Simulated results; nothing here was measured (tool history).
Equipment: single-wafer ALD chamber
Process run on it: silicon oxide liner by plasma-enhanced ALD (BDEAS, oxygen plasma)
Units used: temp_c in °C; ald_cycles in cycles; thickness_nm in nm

run,day,temp_c,ald_cycles,thickness_nm
1,0,310,35,3.775
2,0.192,310,37,3.9897
3,0.229,317,37,3.9383
4,0.379,322,37,3.9108
5,0.721,321,39,4.1249
6,0.967,320,40,4.2478

Run 7 has not been measured yet. What should we expect?
7,1.233,319,41,?

{"run 7": {"thickness_nm": 4.3509}}
